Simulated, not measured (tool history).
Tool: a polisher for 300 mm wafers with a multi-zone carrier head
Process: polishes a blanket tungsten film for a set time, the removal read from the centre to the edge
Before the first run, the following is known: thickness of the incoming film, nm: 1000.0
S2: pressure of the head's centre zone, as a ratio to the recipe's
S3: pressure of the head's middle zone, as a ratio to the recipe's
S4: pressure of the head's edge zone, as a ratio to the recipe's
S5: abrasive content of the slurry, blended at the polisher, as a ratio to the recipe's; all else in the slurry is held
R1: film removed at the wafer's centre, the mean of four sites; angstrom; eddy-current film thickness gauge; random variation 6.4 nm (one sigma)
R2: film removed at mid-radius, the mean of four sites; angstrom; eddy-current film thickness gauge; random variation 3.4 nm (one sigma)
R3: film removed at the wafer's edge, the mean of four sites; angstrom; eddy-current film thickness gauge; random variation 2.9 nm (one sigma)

{"run": 1, "hour": 0.0, "flow of slurry (ml/min)": 250, "S2": 1.0, "S3": 1.0, "S4": 1.0, "S5": 1.0, "polishing time (s)": 68, "R1": 3294.8, "R2": 3166.2, "R3": 3272.2}
{"run": 2, "hour": 7.7, "flow of slurry (ml/min)": 250, "S2": 0.92, "S3": 1.0, "S4": 1.0, "S5": 1.0, "polishing time (s)": 68, "R1": 2853.1, "R2": 3242.4, "R3": 3235.1}
{"run": 3, "hour": 14.7, "flow of slurry (ml/min)": 250, "S2": 0.98, "S3": 1.0, "S4": 1.0, "S5": 1.0, "polishing time (s)": 68, "R1": 3097.0, "R2": 3223.2, "R3": 3252.0}
{"run": 4, "hour": 19.9, "flow of slurry (ml/min)": 290, "S2": 0.98, "S3": 1.0, "S4": 1.0, "S5": 1.0, "polishing time (s)": 68, "R1": 3194.7, "R2": 3261.5, "R3": 3301.8}
{"run": 5, "hour": 23.7, "flow of slurry (ml/min)": 290, "S2": 0.98, "S3": 1.0, "S4": 1.0, "S5": 0.8, "polishing time (s)": 68, "R1": 3008.0, "R2": 3063.4, "R3": 3135.5}
{"run": 6, "hour": 28.0, "flow of slurry (ml/min)": 290, "S2": 0.98, "S3": 1.0, "S4": 1.0, "S5": 0.95, "polishing time (s)": 68, "R1": 3202.1, "R2": 3192.8, "R3": 3269.5}
{"run": 7, "hour": 32.6, "flow of slurry (ml/min)": 300, "S2": 0.99, "S3": 1.03, "S4": 1.03, "S5": 1.05, "polishing time (s)": 68, "R1": 3392.0, "R2": 3335.5, "R3": 3410.9}
{"run": 8, "hour": 36.4, "flow of slurry (ml/min)": 305, "S2": 0.99, "S3": 1.05, "S4": 1.04, "S5": 1.15, "polishing time (s)": 68, "R1": 3407.8, "R2": 3494.5, "R3": 3493.9}

What will run 9 give?
{"run": 9, "hour": 42.0, "flow of slurry (ml/min)": 310, "S2": 1.01, "S3": 1.07, "S4": 1.06, "S5": 1.2, "polishing time (s)": 68, "R1": "?", "R2": "?", "R3": "?"}

Run 9 came out at R1 3493.9 angstrom, R2 3596.6 angstrom, R3 3549.0 angstrom.

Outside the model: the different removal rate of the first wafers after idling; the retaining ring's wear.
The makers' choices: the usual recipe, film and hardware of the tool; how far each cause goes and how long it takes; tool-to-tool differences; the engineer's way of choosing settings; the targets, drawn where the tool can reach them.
